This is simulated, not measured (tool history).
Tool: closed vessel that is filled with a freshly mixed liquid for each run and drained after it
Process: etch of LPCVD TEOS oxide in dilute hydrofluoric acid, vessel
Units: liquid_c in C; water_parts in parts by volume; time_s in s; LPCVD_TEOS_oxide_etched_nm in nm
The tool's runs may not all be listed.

run 1 hour=0.0 | liquid_c=22.0 water_parts=65 time_s=30 | LPCVD_TEOS_oxide_etched_nm=25.449
run 2 hour=8.5 | liquid_c=22.0 water_parts=65 time_s=30 | LPCVD_TEOS_oxide_etched_nm=25.840
run 3 hour=15.5 | liquid_c=20.5 water_parts=70 time_s=30 | LPCVD_TEOS_oxide_etched_nm=22.593
run 4 hour=24.1 | liquid_c=20.5 water_parts=70 time_s=30 | LPCVD_TEOS_oxide_etched_nm=22.351
run 5 hour=29.3 | liquid_c=19.5 water_parts=75 time_s=30 | LPCVD_TEOS_oxide_etched_nm=19.944
run 6 hour=38.6 | liquid_c=19.5 water_parts=75 time_s=30 | LPCVD_TEOS_oxide_etched_nm=19.944
-- hour=47.8 hydrofluoric acid flow meter replaced
run 7 hour=47.8 | liquid_c=19.0 water_parts=75 time_s=30 | LPCVD_TEOS_oxide_etched_nm=21.191
run 8 hour=50.9 | liquid_c=19.0 water_parts=80 time_s=30 | LPCVD_TEOS_oxide_etched_nm=19.743
run 9 hour=52.6 | liquid_c=18.5 water_parts=85 time_s=30 | LPCVD_TEOS_oxide_etched_nm=18.001

Forecast run 10:
run 10 hour=55.5 | liquid_c=18.0 water_parts=85 time_s=30 | LPCVD_TEOS_oxide_etched_nm=?

{"run 10": {"LPCVD_TEOS_oxide_etched_nm": 17.711}}
